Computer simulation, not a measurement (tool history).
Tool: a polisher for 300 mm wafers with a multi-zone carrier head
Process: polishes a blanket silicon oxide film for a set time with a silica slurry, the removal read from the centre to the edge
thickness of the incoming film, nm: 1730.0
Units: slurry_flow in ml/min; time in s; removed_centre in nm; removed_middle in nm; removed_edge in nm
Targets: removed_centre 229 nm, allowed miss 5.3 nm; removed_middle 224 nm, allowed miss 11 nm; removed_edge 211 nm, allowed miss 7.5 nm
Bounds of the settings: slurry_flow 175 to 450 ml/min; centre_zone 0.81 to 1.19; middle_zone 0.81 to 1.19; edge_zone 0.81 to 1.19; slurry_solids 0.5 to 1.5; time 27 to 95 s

Run 1, hour 0: slurry_flow 290 ml/min, centre_zone 1, middle_zone 1, edge_zone 1, slurry_solids 1, time 61 s. Result: removed_centre 146.47 nm, removed_middle 148.88 nm, removed_edge 146.77 nm.
Run 2, hour 5.2: slurry_flow 290 ml/min, centre_zone 0.95, middle_zone 1, edge_zone 1, slurry_solids 1, time 61 s. Result: removed_centre 139.32 nm, removed_middle 146.11 nm, removed_edge 146.65 nm.
Run 3, hour 8.8: slurry_flow 290 ml/min, centre_zone 0.95, middle_zone 1, edge_zone 1, slurry_solids 0.85, time 61 s. Result: removed_centre 125.35 nm, removed_middle 131.72 nm, removed_edge 133.78 nm.
Run 4, hour 16.4: slurry_flow 260 ml/min, centre_zone 0.95, middle_zone 1, edge_zone 1, slurry_solids 0.85, time 61 s. Result: removed_centre 123.38 nm, removed_middle 131.8 nm, removed_edge 133.5 nm.
Run 5, hour 23: slurry_flow 260 ml/min, centre_zone 0.97, middle_zone 1.01, edge_zone 1.01, slurry_solids 0.9, time 61 s. Result: removed_centre 131.7 nm, removed_middle 137.44 nm, removed_edge 138.74 nm.
Run 6, hour 27.3: slurry_flow 260 ml/min, centre_zone 0.97, middle_zone 1.01, edge_zone 1.01, slurry_solids 0.9, time 75 s. Result: removed_centre 162.94 nm, removed_middle 172.1 nm, removed_edge 169.3 nm.
Run 7, hour 35.4: slurry_flow 310 ml/min, centre_zone 1.07, middle_zone 1.11, edge_zone 1.11, slurry_solids 1.15, time 75 s. Result: removed_centre 209.61 nm, removed_middle 212.46 nm, removed_edge 204.45 nm.
Run 8, hour 42.4: slurry_flow 315 ml/min, centre_zone 1.08, middle_zone 1.11, edge_zone 1.11, slurry_solids 1.15, time 75 s. Result: removed_centre 210.46 nm, removed_middle 207.1 nm, removed_edge 205.77 nm.
Run 9, hour 49.2: slurry_flow 320 ml/min, centre_zone 1.09, middle_zone 1.12, edge_zone 1.11, slurry_solids 1.15, time 75 s. Result: removed_centre 212.3 nm, removed_middle 210.56 nm, removed_edge 201.24 nm.

Which of these 4 next moves meets every target?
Run A, hour 56: slurry_flow 315 ml/min, centre_zone 1.04, middle_zone 1.14, edge_zone 1.11, slurry_solids 1.1, time 76 s. Result: removed_centre ?, removed_middle ?, removed_edge ?.
Run B, hour 56: slurry_flow 335 ml/min, centre_zone 1.11, middle_zone 1.11, edge_zone 1.1, slurry_solids 1, time 84 s. Result: removed_centre ?, removed_middle ?, removed_edge ?.
Run C, hour 56: slurry_flow 285 ml/min, centre_zone 1.08, middle_zone 1.01, edge_zone 1.08, slurry_solids 1.25, time 70 s. Result: removed_centre ?, removed_middle ?, removed_edge ?.
Run D, hour 56: slurry_flow 360 ml/min, centre_zone 1.15, middle_zone 1.02, edge_zone 1.17, slurry_solids 1.2, time 73 s. Result: removed_centre ?, removed_middle ?, removed_edge ?.

move  removed_centre  removed_middle  removed_edge
   A             203          215.58        197.87
   B          229.71          223.12        208.66
   C           203.5          187.97        190.11
   D          227.73          198.55        204.54
A: further off than the last run
B: meets every target
C: further off than the last run
D: brings the result that was furthest off to its target, and leaves another outside
The right move is B.

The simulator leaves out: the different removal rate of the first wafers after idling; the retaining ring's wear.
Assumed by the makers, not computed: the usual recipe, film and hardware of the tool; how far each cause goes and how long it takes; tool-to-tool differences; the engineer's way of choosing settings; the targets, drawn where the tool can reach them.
